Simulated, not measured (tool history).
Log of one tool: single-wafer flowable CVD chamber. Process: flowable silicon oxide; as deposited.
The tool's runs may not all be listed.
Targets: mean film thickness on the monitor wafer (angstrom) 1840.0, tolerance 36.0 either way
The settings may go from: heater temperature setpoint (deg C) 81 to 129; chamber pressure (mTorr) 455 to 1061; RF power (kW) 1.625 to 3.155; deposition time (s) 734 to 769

run  hour  heater temperature setpoint (deg C)  chamber pressure (mTorr)  RF power (kW)  deposition time (s)  mean film thickness on the monitor wafer (angstrom)
  1   0.0                                  105                       758          2.390                  769                                               3710.0
  2   9.1                                  105                       758          2.725                  769                                               3809.7
  3  14.5                                  113                       758          2.725                  769                                               2865.5
  4  23.0                                  115                       758          2.725                  769                                               2681.6
  5  32.1                                  115                       758          2.725                  769                                               2699.7
  6  40.8                                  117                       758          2.725                  769                                               2510.2
  7  47.5                                  117                       758          2.725                  769                                               2519.9
  8  48.7                                  119                       758          2.725                  769                                               2349.5
  9  49.6                                  120                       758          2.725                  769                                               2284.7
 10  58.5                                  121                       758          2.725                  769                                               2222.4
 11  61.8                                  121                       758          2.725                  769                                               2226.0

Which of these 4 next moves meets every target?
  A  65.1                                  123                       699          2.615                  734                                                    ?
  B  65.1                                  114                       829          2.730                  769                                                    ?
  C  65.1                                  128                       805          2.695                  769                                                    ?
  D  65.1                                  127                       718          2.910                  759                                                    ?

move  mean film thickness on the monitor wafer (angstrom)
   A                                               1861.6
   B                                               3030.9
   C                                               1935.2
   D                                               1784.2
A: all results land within tolerance of their targets
B: further off than the last run
C: closer than the last run, but not yet in spec
D: moves the result that the last run missed by most past its target, out the other side
A meets every target.

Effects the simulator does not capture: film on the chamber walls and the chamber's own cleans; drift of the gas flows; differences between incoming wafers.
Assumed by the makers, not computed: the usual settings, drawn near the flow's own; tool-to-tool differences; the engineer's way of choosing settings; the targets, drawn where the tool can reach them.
